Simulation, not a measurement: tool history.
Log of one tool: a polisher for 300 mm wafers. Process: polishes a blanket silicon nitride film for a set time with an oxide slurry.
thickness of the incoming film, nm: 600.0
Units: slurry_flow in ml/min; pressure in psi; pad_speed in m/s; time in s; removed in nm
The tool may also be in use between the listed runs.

run,day,slurry_flow,pressure,pad_speed,slurry_solids,time,removed
1,0.000,150,3.0,1.14,1.0,81,41.832
2,0.262,150,3.0,1.14,1.0,85,44.283
3,0.371,150,3.0,0.96,1.0,85,38.120
4,0.704,150,3.0,0.96,1.0,85,38.902
5,0.833,150,3.3,0.98,1.0,85,43.381
6,1.121,135,3.3,0.98,1.0,85,42.164

The next listed run, before its measurement:
7,1.179,140,3.5,1.00,1.0,85,?

removed: 45.574 nm
